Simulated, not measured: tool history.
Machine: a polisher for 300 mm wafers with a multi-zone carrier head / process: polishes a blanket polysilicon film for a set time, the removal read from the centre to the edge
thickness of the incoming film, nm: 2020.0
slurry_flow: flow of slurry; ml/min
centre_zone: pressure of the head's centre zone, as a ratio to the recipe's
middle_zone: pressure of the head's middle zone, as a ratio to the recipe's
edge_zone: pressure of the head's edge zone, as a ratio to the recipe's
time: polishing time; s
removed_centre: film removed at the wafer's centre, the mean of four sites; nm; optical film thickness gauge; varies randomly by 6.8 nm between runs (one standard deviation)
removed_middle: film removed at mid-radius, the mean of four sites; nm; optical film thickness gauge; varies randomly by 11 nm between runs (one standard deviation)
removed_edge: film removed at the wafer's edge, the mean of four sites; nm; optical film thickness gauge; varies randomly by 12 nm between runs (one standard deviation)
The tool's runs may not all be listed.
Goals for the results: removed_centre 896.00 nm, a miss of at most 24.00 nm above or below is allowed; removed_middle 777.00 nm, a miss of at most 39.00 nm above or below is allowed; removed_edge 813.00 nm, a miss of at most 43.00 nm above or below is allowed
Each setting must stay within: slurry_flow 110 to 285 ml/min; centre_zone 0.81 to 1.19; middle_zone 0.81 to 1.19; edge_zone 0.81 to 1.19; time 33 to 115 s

| run | hour | slurry_flow | centre_zone | middle_zone | edge_zone | time | removed_centre | removed_middle | removed_edge |
|---|---|---|---|---|---|---|---|---|---|
| 1 | 0.0 | 180 | 1.00 | 1.00 | 1.00 | 73 | 529.49 | 528.86 | 525.02 |
| 2 | 5.8 | 195 | 1.04 | 1.01 | 1.04 | 80 | 616.03 | 591.07 | 618.62 |
| 3 | 13.0 | 210 | 1.08 | 1.03 | 1.04 | 83 | 677.00 | 635.93 | 625.01 |
| 4 | 19.5 | 210 | 1.16 | 1.03 | 1.04 | 83 | 724.38 | 632.59 | 648.18 |
| 5 | 26.4 | 210 | 1.09 | 1.03 | 1.04 | 83 | 685.98 | 611.37 | 631.08 |
| 6 | 27.1 | 210 | 1.05 | 1.03 | 1.04 | 83 | 659.35 | 622.02 | 644.18 |
| 7 | 30.6 | 220 | 1.09 | 1.05 | 1.06 | 86 | 710.22 | 667.05 | 658.51 |
| 8 | 36.2 | 220 | 1.11 | 1.05 | 1.08 | 89 | 744.53 | 684.39 | 673.14 |
| 9 | 40.9 | 220 | 1.10 | 1.03 | 1.05 | 93 | 770.84 | 733.40 | 709.04 |
| 10 | 49.7 | 225 | 1.12 | 1.01 | 1.07 | 95 | 804.07 | 718.33 | 729.00 |
| 11 | 55.3 | 220 | 1.13 | 1.00 | 1.08 | 98 | 842.05 | 744.89 | 739.31 |
| 12 | 59.2 | 230 | 1.12 | 0.98 | 1.09 | 100 | 850.50 | 755.72 | 784.82 |
| 13 | 65.2 | 235 | 1.13 | 0.98 | 1.09 | 100 | 864.83 | 750.67 | 795.23 |
| 14 | 73.9 | 240 | 1.13 | 0.98 | 1.09 | 100 | 868.07 | 744.93 | 790.36 |
| 15 | 82.2 | 245 | 1.13 | 0.99 | 1.09 | 100 | 874.52 | 763.87 | 779.63 |

Exactly one of the 5 candidate moves below puts every result within its allowed miss. Which one?
| A | 90.5 | 270 | 1.15 | 1.00 | 0.96 | 97 | ? | ? | ? |
| B | 90.5 | 220 | 1.07 | 0.93 | 1.16 | 103 | ? | ? | ? |
| C | 90.5 | 235 | 1.10 | 0.96 | 1.03 | 106 | ? | ? | ? |
| D | 90.5 | 255 | 1.08 | 1.02 | 1.08 | 102 | ? | ? | ? |
| E | 90.5 | 245 | 1.16 | 1.05 | 0.92 | 96 | ? | ? | ? |

| move | removed_centre | removed_middle | removed_edge |
|---|---|---|---|
| A | 867.07 | 759.28 | 751.80 |
| B | 831.79 | 745.57 | 860.58 |
| C | 889.14 | 792.12 | 839.47 |
| D | 849.77 | 804.90 | 832.86 |
| E | 854.97 | 770.01 | 722.59 |
A: the biggest miss grows against the last run
B: the biggest miss grows against the last run
C: every result within its allowed miss
D: the biggest miss grows against the last run
E: the biggest miss grows against the last run
So the answer is move C, the one that meets all the targets.
